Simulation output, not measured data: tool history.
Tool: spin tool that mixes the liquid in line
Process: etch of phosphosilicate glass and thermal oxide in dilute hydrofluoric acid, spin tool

run  hour  temperature setpoint of the liquid (C)  parts of water to one part of 49 % hydrofluoric acid (parts by volume)  time under the liquid (s)  thickness taken off the phosphosilicate glass on a monitor wafer (angstrom)  thickness taken off the thermal oxide on a monitor wafer (angstrom)
  1   0.0                                    22.0                                                                     240                        140                                                                       570.22                                                               20.348
  2   5.3                                    25.5                                                                     240                        140                                                                       644.85                                                               23.373
  3   6.1                                    24.0                                                                     240                        140                                                                       611.24                                                               22.096
  4   6.9                                    24.0                                                                     180                        140                                                                       868.79                                                               31.875
  5  12.5                                    22.5                                                                     210                        140                                                                       682.96                                                               24.545
  6  13.1                                    21.5                                                                     230                        140                                                                       587.21                                                               21.533
  7  21.4                                    20.5                                                                     245                        140                                                                       528.03                                                               19.109
  8  29.3                                    19.5                                                                     255                        140                                                                       482.62                                                               17.581
  9  35.9                                    19.0                                                                     265                        140                                                                       450.64                                                               16.305
 10  44.1                                    18.5                                                                     270                        140                                                                       434.56                                                               15.544

The next listed run, before its measurement:
 11  50.8                                    18.0                                                                     275                        140                                                                            ?                                                                    ?

{"run 11": {"thickness taken off the phosphosilicate glass on a monitor wafer (angstrom)": 413.34, "thickness taken off the thermal oxide on a monitor wafer (angstrom)": 14.975}}
